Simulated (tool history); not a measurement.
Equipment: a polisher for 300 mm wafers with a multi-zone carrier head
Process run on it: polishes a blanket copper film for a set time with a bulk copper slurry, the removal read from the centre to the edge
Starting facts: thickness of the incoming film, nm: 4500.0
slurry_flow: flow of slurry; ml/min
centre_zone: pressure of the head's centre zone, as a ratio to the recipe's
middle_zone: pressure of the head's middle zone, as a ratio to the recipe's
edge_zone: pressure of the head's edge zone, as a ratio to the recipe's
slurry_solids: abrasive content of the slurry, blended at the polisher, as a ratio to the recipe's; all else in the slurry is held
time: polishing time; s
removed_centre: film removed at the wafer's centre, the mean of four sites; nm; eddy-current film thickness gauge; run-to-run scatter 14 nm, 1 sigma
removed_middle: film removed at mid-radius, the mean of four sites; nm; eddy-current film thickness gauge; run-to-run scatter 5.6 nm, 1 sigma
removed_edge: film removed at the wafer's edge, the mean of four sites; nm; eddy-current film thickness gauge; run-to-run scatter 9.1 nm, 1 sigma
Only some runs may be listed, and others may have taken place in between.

run	hour	slurry_flow	centre_zone	middle_zone	edge_zone	slurry_solids	time	removed_centre	removed_middle	removed_edge
1	0	290	1	1	1	1	73	666.8	599.08	627.46
2	5.3	290	1	0.97	1	1	73	667.47	588.67	634.14
3	13.4	290	1	0.97	1	1.15	73	676.92	606.35	642.83
4	16.9	290	1	0.97	1	1.15	84	791.5	702	764.96
5	24.4	305	1.03	1.03	1.01	1.2	84	828.42	740.55	757.29
6	25.1	305	1.03	1	1.01	1.2	84	817.64	721.58	766.29
# hour 26.3: centre zone pressure recalibrated
7	26.3	305	1.05	1.04	1.02	1.3	85	766.99	773.43	772.29
8	31.2	335	1.06	1.05	0.99	1.3	86	798.32	791.95	792.12

What will run 9 give?
9	34.4	310	1.09	1.07	0.98	1.25	88	?	?	?

removed_centre: 839.67 nm
removed_middle: 818.44 nm
removed_edge: 777.31 nm
